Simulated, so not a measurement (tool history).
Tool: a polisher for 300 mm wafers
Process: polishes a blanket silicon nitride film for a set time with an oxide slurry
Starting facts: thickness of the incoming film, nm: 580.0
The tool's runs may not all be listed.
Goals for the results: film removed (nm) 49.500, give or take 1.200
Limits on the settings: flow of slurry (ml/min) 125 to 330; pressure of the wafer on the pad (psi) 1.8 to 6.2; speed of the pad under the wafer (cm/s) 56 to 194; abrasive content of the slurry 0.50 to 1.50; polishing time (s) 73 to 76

run	hour	flow of slurry (ml/min)	pressure of the wafer on the pad (psi)	speed of the pad under the wafer (cm/s)	abrasive content of the slurry	polishing time (s)	film removed (nm)
1	0.0	210	4.0	124	1.00	73	72.513
2	8.8	205	3.8	124	1.00	73	68.734
3	15.2	255	3.8	124	1.00	73	70.855
4	16.2	205	3.8	124	1.00	73	68.680
5	19.0	205	3.8	136	1.00	73	74.542
6	22.4	200	3.5	136	1.00	73	67.271
7	27.2	195	3.3	136	1.00	73	64.230
8	30.8	190	3.1	136	1.00	73	60.883
9	34.8	185	3.0	136	1.00	73	58.155
10	38.5	180	2.9	136	1.00	73	56.197
11	41.5	175	2.8	136	1.00	73	53.932
12	44.2	170	2.8	136	1.00	73	54.220
13	52.5	165	2.4	136	1.00	73	46.295

Consider the 5 candidate settings below. Which is the only one whose results all fall within their allowed miss of target?
A	60.8	160	2.0	140	1.00	73	?
B	60.8	190	2.9	124	0.85	76	?
C	60.8	190	2.2	146	1.15	76	?
D	60.8	195	1.9	150	1.00	74	?
E	60.8	220	1.9	158	1.30	73	?

move	film removed (nm)
A	40.080
B	52.777
C	50.302
D	41.972
E	47.203
A: its largest miss is bigger than the last run's
B: carries the result that was furthest off beyond its target, to the other side
C: hits every target within its allowed miss
D: its largest miss is bigger than the last run's
E: closer than the last run, but not yet in spec
The move that meets every target is C.
